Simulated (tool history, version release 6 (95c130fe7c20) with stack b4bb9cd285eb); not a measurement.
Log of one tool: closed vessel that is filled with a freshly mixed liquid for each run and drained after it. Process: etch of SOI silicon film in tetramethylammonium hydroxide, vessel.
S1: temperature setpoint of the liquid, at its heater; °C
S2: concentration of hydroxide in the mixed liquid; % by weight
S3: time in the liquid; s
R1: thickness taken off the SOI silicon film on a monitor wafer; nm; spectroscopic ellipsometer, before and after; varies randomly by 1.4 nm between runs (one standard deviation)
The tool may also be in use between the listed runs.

Run 1, hour 0: S1 63 °C, S2 14 % by weight, S3 100 s. Result: R1 424.1 nm.
Run 2, hour 8.4: S1 63 °C, S2 15.5 % by weight, S3 100 s. Result: R1 401.54 nm.
Run 3, hour 12.1: S1 63 °C, S2 15.5 % by weight, S3 110 s. Result: R1 443.34 nm.
Run 4, hour 18.2: S1 65.5 °C, S2 15.5 % by weight, S3 110 s. Result: R1 518.18 nm.
Run 5, hour 21.9: S1 61.5 °C, S2 15.5 % by weight, S3 110 s. Result: R1 400.05 nm.
Run 6, hour 24: S1 61.5 °C, S2 15.5 % by weight, S3 110 s. Result: R1 404.42 nm.

Run 7 is up next; what results do you expect?
Run 7, hour 27: S1 60 °C, S2 15.5 % by weight, S3 110 s. Result: R1 ?.

{"run 7": {"R1": 367.02}}
